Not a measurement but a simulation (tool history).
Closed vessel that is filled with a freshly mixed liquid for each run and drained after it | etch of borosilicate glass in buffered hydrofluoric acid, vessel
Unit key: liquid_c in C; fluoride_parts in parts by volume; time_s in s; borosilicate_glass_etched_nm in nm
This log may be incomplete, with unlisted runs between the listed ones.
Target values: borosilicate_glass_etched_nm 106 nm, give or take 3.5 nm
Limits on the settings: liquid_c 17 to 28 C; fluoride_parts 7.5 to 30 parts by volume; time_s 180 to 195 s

Run 1, hour 0: liquid_c 20 C, fluoride_parts 20.5 parts by volume, time_s 180 s. Result: borosilicate_glass_etched_nm 70.623 nm.
Run 2, hour 4.5: liquid_c 20 C, fluoride_parts 20.5 parts by volume, time_s 180 s. Result: borosilicate_glass_etched_nm 70.071 nm.
Run 3, hour 13.1: liquid_c 21.5 C, fluoride_parts 20.5 parts by volume, time_s 180 s. Result: borosilicate_glass_etched_nm 77.18 nm.
Run 4, hour 15.4: liquid_c 21.5 C, fluoride_parts 16.5 parts by volume, time_s 180 s. Result: borosilicate_glass_etched_nm 92.72 nm.
At hour 19.9: thermometer replaced.
Run 5, hour 19.9: liquid_c 25 C, fluoride_parts 16.5 parts by volume, time_s 180 s. Result: borosilicate_glass_etched_nm 128 nm.
Run 6, hour 22.2: liquid_c 25 C, fluoride_parts 16.5 parts by volume, time_s 180 s. Result: borosilicate_glass_etched_nm 128.14 nm.
Run 7, hour 26.3: liquid_c 24.5 C, fluoride_parts 16.5 parts by volume, time_s 180 s. Result: borosilicate_glass_etched_nm 124.84 nm.
Run 8, hour 34.5: liquid_c 21 C, fluoride_parts 17 parts by volume, time_s 180 s. Result: borosilicate_glass_etched_nm 100.79 nm.

Which of these 4 next moves meets every target?
Run A, hour 42.7: liquid_c 22.5 C, fluoride_parts 17.5 parts by volume, time_s 180 s. Result: borosilicate_glass_etched_nm ?.
Run B, hour 42.7: liquid_c 19 C, fluoride_parts 16.5 parts by volume, time_s 180 s. Result: borosilicate_glass_etched_nm ?.
Run C, hour 42.7: liquid_c 22.5 C, fluoride_parts 22 parts by volume, time_s 190 s. Result: borosilicate_glass_etched_nm ?.
Run D, hour 42.7: liquid_c 22.5 C, fluoride_parts 20.5 parts by volume, time_s 195 s. Result: borosilicate_glass_etched_nm ?.

move  borosilicate_glass_etched_nm
   A                        105.65
   B                        92.464
   C                        91.425
   D                        98.542
A: in spec on every target
B: moves away from the targets compared with the last run
C: moves away from the targets compared with the last run
D: moves away from the targets compared with the last run
The move that meets every target is A.
